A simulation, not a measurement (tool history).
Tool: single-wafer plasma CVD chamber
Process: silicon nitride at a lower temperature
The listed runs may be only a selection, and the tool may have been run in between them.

run  hour  heater temperature setpoint (deg C)  chamber pressure (Torr)  RF power (kW)  deposition time (s)  mean film thickness on the monitor wafer (Å)
  1     0                                  360                     1.28          0.365                  9.4                                        110.59
  2   3.4                                  360                     1.14          0.355                  9.4                                        106.63
  3   7.3                                  360                     1.14          0.355                  8.9                                        100.54
  4  15.7                                  360                     1.04          0.355                  8.9                                        98.246
  5  21.3                                  360                     0.98          0.355                  8.9                                        97.363
  6  28.6                                  360                     0.98          0.355                  8.9                                        97.166
  7    34                                  360                     0.93          0.355                  8.9                                        96.164
  8  34.9                                  360                     0.89          0.355                  8.9                                        95.679

What will run 9 give?
  9  36.7                                  360                     0.86          0.355                  8.9                                             ?

Run 9 yielded mean film thickness on the monitor wafer (Å) 94.695.

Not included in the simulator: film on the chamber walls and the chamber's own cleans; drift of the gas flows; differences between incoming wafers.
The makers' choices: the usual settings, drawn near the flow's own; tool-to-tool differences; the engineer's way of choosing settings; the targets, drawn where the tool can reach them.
